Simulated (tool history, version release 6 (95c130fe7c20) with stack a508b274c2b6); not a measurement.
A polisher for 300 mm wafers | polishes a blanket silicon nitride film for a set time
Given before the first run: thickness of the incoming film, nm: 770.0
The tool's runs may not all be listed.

run    day  flow of slurry (ml/min)  pressure of the wafer on the pad (psi)  speed of the pad under the wafer (cm/s)  polishing time (s)  film removed (angstrom)
  1  0.000                      205                                     3.5                                      126                  43                  1133.90
  2  0.317                      205                                     3.5                                      110                  43                  1044.60
  3  0.554                      205                                     4.2                                      110                  43                  1258.90
  4  0.658                      200                                     3.5                                      106                  43                  1014.30
  5  0.996                      200                                     3.5                                      106                  43                  1007.40
  6  1.225                      245                                     3.5                                      106                  43                  1065.50
     1.567  -- head pressure recalibrated
  7  1.567                      225                                     3.0                                      104                  43                   817.72
  8  1.654                      215                                     2.8                                      104                  43                   748.10

What will run 9 give?
  9  1.725                      200                                     2.6                                      104                  43                        ?

Run 9 produced film removed (angstrom) 709.45.
